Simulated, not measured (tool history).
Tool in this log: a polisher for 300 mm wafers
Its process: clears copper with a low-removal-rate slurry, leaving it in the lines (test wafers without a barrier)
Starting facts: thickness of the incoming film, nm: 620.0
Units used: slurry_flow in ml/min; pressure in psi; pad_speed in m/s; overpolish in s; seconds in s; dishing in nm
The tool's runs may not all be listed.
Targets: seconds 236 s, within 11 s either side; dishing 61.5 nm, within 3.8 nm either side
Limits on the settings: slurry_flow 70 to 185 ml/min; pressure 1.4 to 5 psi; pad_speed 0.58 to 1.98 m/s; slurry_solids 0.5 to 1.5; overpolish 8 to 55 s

| run | day | slurry_flow | pressure | pad_speed | slurry_solids | overpolish | seconds | dishing |
|---|---|---|---|---|---|---|---|---|
| 1 | 0 | 120 | 3.2 | 1.28 | 1 | 28 | 141.08 | 79.52 |
| 2 | 0.338 | 120 | 3 | 1.28 | 1 | 29 | 149.5 | 79.215 |
| 3 | 0.488 | 120 | 2.8 | 1.28 | 1 | 29 | 156.88 | 74.172 |
| 4 | 0.742 | 90 | 2.8 | 1.28 | 1 | 29 | 174.53 | 69.121 |
| 5 | 0.871 | 90 | 2.7 | 1.28 | 1 | 30 | 180.52 | 68.838 |
| 6 | 1.008 | 90 | 2.7 | 1.28 | 0.9 | 30 | 182.06 | 66.686 |
| 7 | 1.138 | 90 | 2.6 | 1.28 | 0.9 | 31 | 191.38 | 67.376 |
| 8 | 1.317 | 90 | 2.5 | 1.28 | 0.9 | 31 | 199.71 | 65.775 |
| 9 | 1.467 | 85 | 2.3 | 1.28 | 0.9 | 32 | 218.41 | 60.51 |

5 next moves are on the table. One of them brings every result within its allowed miss. Which?
| A | 1.617 | 110 | 2.3 | 1.22 | 0.95 | 29 | ? | ? |
| B | 1.617 | 90 | 2.3 | 1.44 | 0.85 | 33 | ? | ? |
| C | 1.617 | 70 | 2.6 | 1.12 | 1 | 34 | ? | ? |
| D | 1.617 | 80 | 2.5 | 1.38 | 0.95 | 27 | ? | ? |
| E | 1.617 | 80 | 2.4 | 1.34 | 0.95 | 29 | ? | ? |

| move | seconds | dishing |
|---|---|---|
| A | 210.05 | 58.693 |
| B | 192 | 68.576 |
| C | 234.22 | 61.535 |
| D | 189.71 | 60.448 |
| E | 203.03 | 60.4 |
A: its largest miss is bigger than the last run's
B: its largest miss is bigger than the last run's
C: in spec on every target
D: its largest miss is bigger than the last run's
E: its largest miss is bigger than the last run's
The move that meets every target is C.
